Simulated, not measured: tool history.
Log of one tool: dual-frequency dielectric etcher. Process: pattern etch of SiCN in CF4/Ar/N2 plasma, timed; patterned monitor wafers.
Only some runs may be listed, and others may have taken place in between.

run	hour	source power (kW)	bias power (kW)	Ar flow (sccm)	CF4 flow (sccm)	etch time (s)	mean etch depth across the wafer (angstrom)
1	0.0	0.340	0.089	132	66	58.0	359.89
2	4.6	0.340	0.089	132	59	58.0	353.02
3	12.1	0.340	0.089	132	63	58.0	355.31
4	20.5	0.320	0.084	136	61	58.0	329.54
5	22.2	0.310	0.080	140	59	57.5	306.76
6	28.2	0.310	0.067	140	59	57.5	291.55

Run 7 has not been measured yet. What should we expect?
7	36.3	0.310	0.067	140	59	57.5	?

mean etch depth across the wafer (angstrom): 291.45
